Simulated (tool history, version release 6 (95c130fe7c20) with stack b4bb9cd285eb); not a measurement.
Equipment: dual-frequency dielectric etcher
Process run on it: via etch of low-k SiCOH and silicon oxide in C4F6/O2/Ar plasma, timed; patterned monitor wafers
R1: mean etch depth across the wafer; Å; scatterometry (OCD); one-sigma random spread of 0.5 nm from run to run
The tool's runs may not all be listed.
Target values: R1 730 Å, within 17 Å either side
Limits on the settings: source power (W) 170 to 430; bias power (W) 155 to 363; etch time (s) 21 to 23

Run 1, hour 0: source power (W) 300, bias power (W) 259, etch time (s) 23. Result: R1 589.87 Å.
Run 2, hour 1.6: source power (W) 330, bias power (W) 271, etch time (s) 23. Result: R1 621.41 Å.
Run 3, hour 7.6: source power (W) 350, bias power (W) 281, etch time (s) 23. Result: R1 645.61 Å.
Run 4, hour 10.1: source power (W) 350, bias power (W) 281, etch time (s) 23. Result: R1 646.48 Å.
Run 5, hour 15.2: source power (W) 350, bias power (W) 281, etch time (s) 21. Result: R1 583.67 Å.
Run 6, hour 18.6: source power (W) 370, bias power (W) 298, etch time (s) 21.5. Result: R1 631.5 Å.
Run 7, hour 21.4: source power (W) 380, bias power (W) 311, etch time (s) 22. Result: R1 666.84 Å.
Run 8, hour 23.6: source power (W) 390, bias power (W) 318, etch time (s) 22. Result: R1 676.75 Å.
Run 9, hour 29.3: source power (W) 400, bias power (W) 324, etch time (s) 22. Result: R1 699.75 Å.
Run 10, hour 31.9: source power (W) 410, bias power (W) 326, etch time (s) 22. Result: R1 705.16 Å.

Below are 5 possible settings for the next run. Only one of them brings all results inside the allowed miss of their targets. Which is it?
Run A, hour 34.5: source power (W) 420, bias power (W) 314, etch time (s) 21. Result: R1 ?.
Run B, hour 34.5: source power (W) 410, bias power (W) 324, etch time (s) 22. Result: R1 ?.
Run C, hour 34.5: source power (W) 430, bias power (W) 313, etch time (s) 21.5. Result: R1 ?.
Run D, hour 34.5: source power (W) 410, bias power (W) 327, etch time (s) 23. Result: R1 ?.
Run E, hour 34.5: source power (W) 420, bias power (W) 331, etch time (s) 21. Result: R1 ?.

move      R1
   A  666.64
   B  700.51
   C  688.05
   D  735.08
   E  680.93
A: lands further from the targets than the last run did
B: lands further from the targets than the last run did
C: lands further from the targets than the last run did
D: meets every target
E: lands further from the targets than the last run did
The right move is D.

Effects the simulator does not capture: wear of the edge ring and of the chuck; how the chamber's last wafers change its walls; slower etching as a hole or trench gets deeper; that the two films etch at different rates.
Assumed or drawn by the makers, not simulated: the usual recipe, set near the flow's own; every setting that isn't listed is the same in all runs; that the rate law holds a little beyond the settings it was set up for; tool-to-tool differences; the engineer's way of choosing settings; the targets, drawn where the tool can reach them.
